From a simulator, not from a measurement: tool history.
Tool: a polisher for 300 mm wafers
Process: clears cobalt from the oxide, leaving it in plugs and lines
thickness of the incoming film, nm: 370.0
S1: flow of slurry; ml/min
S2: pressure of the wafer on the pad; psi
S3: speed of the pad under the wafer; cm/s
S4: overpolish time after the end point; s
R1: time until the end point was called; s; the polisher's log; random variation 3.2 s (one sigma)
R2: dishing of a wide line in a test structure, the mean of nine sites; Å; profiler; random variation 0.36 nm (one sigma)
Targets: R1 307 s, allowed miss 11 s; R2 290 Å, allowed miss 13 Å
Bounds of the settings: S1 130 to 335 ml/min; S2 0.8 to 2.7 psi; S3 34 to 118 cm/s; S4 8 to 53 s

run	hour	S1	S2	S3	S4	R1	R2
1	0	215	1.7	76	27	124.05	488.37
2	2.5	215	1.7	84	27	111.68	509.82
3	3.7	210	1.5	76	26	140.9	447.22
4	5.6	210	1.5	88	26	120.68	490.64
5	11.3	205	1.3	78	26	156.93	412.52
6	15	200	1.2	72	27	184.7	381.82
7	23.5	195	1.1	68	27	214.01	344.19
8	29.6	185	1	66	28	240.57	324.18
9	30.6	175	1	66	29	240	329.37
10	38.9	170	1	64	30	250.6	327.36
11	47.2	165	1	64	30	255.5	323.57
12	51.7	160	1	64	30	249.92	323.25

5 next moves are on the table. One of them brings every result within its allowed miss. Which?
A	56.2	150	0.8	60	42	?	?
B	56.2	160	0.9	58	31	?	?
C	56.2	200	1.1	52	30	?	?
D	56.2	155	1.2	70	25	?	?
E	56.2	130	1.4	54	30	?	?

move	R1	R2
A	334.18	345.73
B	305.56	293.39
C	271.11	313.43
D	194.89	348.46
E	223.08	360.94
A: takes the result that was furthest off past its target
B: meets every target
C: nearer than the last run, and not there yet
D: further off than the last run
E: further off than the last run
The right move is B.
